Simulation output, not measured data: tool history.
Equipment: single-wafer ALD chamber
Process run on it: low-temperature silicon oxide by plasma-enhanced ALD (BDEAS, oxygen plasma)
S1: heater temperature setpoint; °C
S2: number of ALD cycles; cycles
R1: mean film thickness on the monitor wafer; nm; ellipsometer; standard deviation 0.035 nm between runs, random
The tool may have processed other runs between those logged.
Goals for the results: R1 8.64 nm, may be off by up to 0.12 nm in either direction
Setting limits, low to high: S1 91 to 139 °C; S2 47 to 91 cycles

{"run": 1, "hour": 0.0, "S1": 115, "S2": 69, "R1": 10.379}
{"run": 2, "hour": 1.5, "S1": 115, "S2": 76, "R1": 11.314}
{"run": 3, "hour": 8.7, "S1": 117, "S2": 71, "R1": 10.634}
{"run": 4, "hour": 11.7, "S1": 117, "S2": 67, "R1": 9.9767}
{"run": 5, "hour": 20.6, "S1": 126, "S2": 67, "R1": 9.8279}
{"run": 6, "hour": 21.2, "S1": 117, "S2": 67, "R1": 9.9804}
{"run": 7, "hour": 26.6, "S1": 119, "S2": 65, "R1": 9.6317}
{"run": 8, "hour": 35.3, "S1": 121, "S2": 63, "R1": 9.2584}
{"run": 9, "hour": 37.5, "S1": 123, "S2": 62, "R1": 9.1318}

Exactly one of the 4 candidate moves below puts every result within its allowed miss. Which one?
{"run": "A", "hour": 39.7, "S1": 125, "S2": 59, "R1": "?"}
{"run": "B", "hour": 39.7, "S1": 131, "S2": 66, "R1": "?"}
{"run": "C", "hour": 39.7, "S1": 109, "S2": 64, "R1": "?"}
{"run": "D", "hour": 39.7, "S1": 123, "S2": 61, "R1": "?"}

move=A R1=8.6419
move=B R1=9.5419
move=C R1=9.6984
move=D R1=8.9735
A: in spec on every target
B: its largest miss is bigger than the last run's
C: its largest miss is bigger than the last run's
D: closer than the last run, but not yet in spec
The right move is A.
